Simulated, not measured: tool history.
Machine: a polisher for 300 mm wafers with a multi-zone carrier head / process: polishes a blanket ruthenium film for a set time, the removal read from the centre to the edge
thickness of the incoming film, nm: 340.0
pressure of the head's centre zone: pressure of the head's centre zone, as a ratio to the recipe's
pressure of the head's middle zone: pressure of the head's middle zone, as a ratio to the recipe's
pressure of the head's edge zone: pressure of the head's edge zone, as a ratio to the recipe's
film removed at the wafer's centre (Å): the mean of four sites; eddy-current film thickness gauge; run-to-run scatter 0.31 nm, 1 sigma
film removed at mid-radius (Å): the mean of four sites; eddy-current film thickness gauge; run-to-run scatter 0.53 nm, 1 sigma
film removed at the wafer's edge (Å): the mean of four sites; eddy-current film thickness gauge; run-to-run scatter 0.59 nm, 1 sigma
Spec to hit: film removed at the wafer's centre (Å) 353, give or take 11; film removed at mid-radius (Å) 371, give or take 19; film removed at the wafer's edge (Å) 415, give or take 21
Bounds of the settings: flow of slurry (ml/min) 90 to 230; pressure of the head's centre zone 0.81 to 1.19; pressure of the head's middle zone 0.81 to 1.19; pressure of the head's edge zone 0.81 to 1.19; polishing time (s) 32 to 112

run,day,flow of slurry (ml/min),pressure of the head's centre zone,pressure of the head's middle zone,pressure of the head's edge zone,polishing time (s),film removed at the wafer's centre (Å),film removed at mid-radius (Å),film removed at the wafer's edge (Å)
1,0,150,1,1,1,72,585.5,579.52,532.51
2,0.188,150,1.05,1,1,72,612.8,579.32,531.32
3,0.367,150,1.05,1.06,1,72,610.41,607.02,548.97
4,0.554,145,1.02,1.04,1.02,70,569.3,590.09,530.44
5,0.862,140,1,1.01,1.04,68,538.39,540.37,524.45
6,0.967,140,1,1.01,1.04,60,477.24,489.32,451.74
7,1.171,135,0.98,0.99,1.05,59,459.23,462.74,451.52
# day 1.217: edge zone pressure recalibrated
8,1.217,130,0.96,0.98,1.05,58,435.76,449.97,461.55
9,1.458,130,0.95,0.97,1.05,57,430.91,437.02,462.78
10,1.604,130,0.94,0.97,1.05,56,402.61,440.97,444.53

Which of these 4 next moves meets every target?
A,1.75,135,0.87,1.01,1.06,52,?,?,?
B,1.75,105,0.99,0.94,1.11,52,?,?,?
C,1.75,90,0.92,0.95,1.1,53,?,?,?
D,1.75,125,0.82,1.04,1.07,59,?,?,?

move,film removed at the wafer's centre (Å),film removed at mid-radius (Å),film removed at the wafer's edge (Å)
A,358.49,414.45,426.13
B,386.3,371.56,422.12
C,351.88,369.68,418.61
D,377.21,475.5,480.83
A: corrects the largest miss of the last run, while another result sits out of spec
B: closes in on the targets versus the last run, not all within tolerance yet
C: every result within its allowed miss
D: lands further from the targets than the last run did
Go with C: it meets all targets.
